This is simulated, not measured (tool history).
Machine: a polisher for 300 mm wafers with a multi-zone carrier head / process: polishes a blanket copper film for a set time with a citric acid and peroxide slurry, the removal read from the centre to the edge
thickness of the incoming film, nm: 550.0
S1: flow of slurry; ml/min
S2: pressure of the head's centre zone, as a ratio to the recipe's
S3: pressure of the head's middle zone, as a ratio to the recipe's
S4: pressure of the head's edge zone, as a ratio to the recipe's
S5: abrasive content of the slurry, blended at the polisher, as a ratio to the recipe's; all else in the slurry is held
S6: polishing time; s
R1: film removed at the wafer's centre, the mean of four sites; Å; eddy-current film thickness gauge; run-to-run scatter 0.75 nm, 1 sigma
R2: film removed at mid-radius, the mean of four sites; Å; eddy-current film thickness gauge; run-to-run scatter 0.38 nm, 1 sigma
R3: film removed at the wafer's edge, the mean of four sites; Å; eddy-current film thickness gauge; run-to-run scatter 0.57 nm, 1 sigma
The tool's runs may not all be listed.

run 1 hour=0.0 | S1=145 S2=1.00 S3=1.00 S4=1.00 S5=1.00 S6=64 | R1=726.83 R2=731.54 R3=697.55
run 2 hour=1.5 | S1=145 S2=1.00 S3=1.00 S4=0.94 S5=1.00 S6=64 | R1=723.88 R2=731.00 R3=686.87
run 3 hour=6.0 | S1=140 S2=1.02 S3=0.97 S4=0.92 S5=0.85 S6=60 | R1=655.47 R2=637.64 R3=622.43
run 4 hour=12.0 | S1=140 S2=0.94 S3=0.97 S4=0.92 S5=0.85 S6=60 | R1=602.50 R2=640.40 R3=615.05
run 5 hour=19.5 | S1=140 S2=0.99 S3=0.96 S4=0.89 S5=0.75 S6=57 | R1=582.14 R2=577.66 R3=552.84
run 6 hour=26.1 | S1=135 S2=1.01 S3=0.94 S4=0.87 S5=0.70 S6=56 | R1=569.18 R2=544.40 R3=532.32
run 7 hour=34.0 | S1=130 S2=1.03 S3=0.93 S4=0.85 S5=0.65 S6=56 | R1=573.37 R2=533.60 R3=508.66
run 8 hour=38.7 | S1=120 S2=1.03 S3=0.91 S4=0.84 S5=0.65 S6=56 | R1=555.92 R2=516.43 R3=510.77

Expected results for the next run?
run 9 hour=39.3 | S1=115 S2=1.04 S3=0.90 S4=0.83 S5=0.60 S6=56 | R1=? R2=? R3=?

Logged for run 9: R1 546.44 Å, R2 489.36 Å, R3 485.71 Å.
